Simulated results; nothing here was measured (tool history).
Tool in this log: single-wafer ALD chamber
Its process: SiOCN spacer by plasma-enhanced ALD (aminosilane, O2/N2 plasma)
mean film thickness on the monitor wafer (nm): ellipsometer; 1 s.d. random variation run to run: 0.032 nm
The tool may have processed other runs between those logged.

run	hour	heater temperature setpoint (deg C)	number of ALD cycles (cycles)	mean film thickness on the monitor wafer (nm)
1	0.0	410	74	4.8378
2	1.4	408	77	5.1119
3	8.7	402	77	5.2271
4	12.8	402	82	5.5314
5	17.3	393	82	5.6004
6	18.7	393	83	5.7051
7	27.3	393	84	5.6875

For run 8, what comes out?
8	31.0	393	84	?

mean film thickness on the monitor wafer (nm): 5.6967
